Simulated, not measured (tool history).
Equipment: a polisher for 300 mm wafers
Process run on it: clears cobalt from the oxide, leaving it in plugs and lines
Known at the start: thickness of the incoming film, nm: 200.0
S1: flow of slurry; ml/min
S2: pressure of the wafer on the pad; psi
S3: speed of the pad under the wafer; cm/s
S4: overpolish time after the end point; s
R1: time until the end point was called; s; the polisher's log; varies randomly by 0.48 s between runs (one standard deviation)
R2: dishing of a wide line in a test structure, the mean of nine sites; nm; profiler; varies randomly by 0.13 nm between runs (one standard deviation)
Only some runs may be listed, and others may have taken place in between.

Run 1, hour 0: S1 320 ml/min, S2 2 psi, S3 94 cm/s, S4 22 s. Result: R1 42.429 s, R2 12.26 nm.
Run 2, hour 8.3: S1 320 ml/min, S2 2 psi, S3 94 cm/s, S4 26 s. Result: R1 43.167 s, R2 12.566 nm.
Run 3, hour 11.5: S1 320 ml/min, S2 2.1 psi, S3 94 cm/s, S4 22 s. Result: R1 41.143 s, R2 12.414 nm.
Run 4, hour 14.3: S1 320 ml/min, S2 2.2 psi, S3 96 cm/s, S4 18 s. Result: R1 38.57 s, R2 12.726 nm.
Run 5, hour 15.9: S1 385 ml/min, S2 2.2 psi, S3 96 cm/s, S4 18 s. Result: R1 38.319 s, R2 12.515 nm.
Run 6, hour 17.4: S1 385 ml/min, S2 2.2 psi, S3 96 cm/s, S4 11 s. Result: R1 38.734 s, R2 12.159 nm.
Run 7, hour 24.3: S1 405 ml/min, S2 2.2 psi, S3 98 cm/s, S4 10 s. Result: R1 36.833 s, R2 12.088 nm.

Run 8 comes next. What will it give?
Run 8, hour 25.1: S1 415 ml/min, S2 2.2 psi, S3 98 cm/s, S4 9 s. Result: R1 ?, R2 ?.

R1: 36.52 s
R2: 12.117 nm
